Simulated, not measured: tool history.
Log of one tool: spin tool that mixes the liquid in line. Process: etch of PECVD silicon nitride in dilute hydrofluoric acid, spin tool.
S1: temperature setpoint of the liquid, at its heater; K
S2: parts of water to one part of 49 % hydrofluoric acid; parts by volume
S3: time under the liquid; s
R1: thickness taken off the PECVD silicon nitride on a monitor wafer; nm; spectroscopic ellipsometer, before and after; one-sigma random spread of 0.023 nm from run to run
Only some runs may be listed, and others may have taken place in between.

run,hour,S1,S2,S3,R1
1,0,297.15,195,280,8.226
2,2.1,297.15,195,300,8.7949
3,10.6,298.65,195,300,9.6313
4,19.3,298.65,125,300,15.097
5,21.9,297.15,125,300,13.618
6,31,295.15,150,300,9.9376
7,38.2,293.65,160,300,8.508

Run 8, settings as shown, results not yet in. Your forecast:
8,42,292.65,170,300,?

Run 8 came out at R1 7.5092 nm.
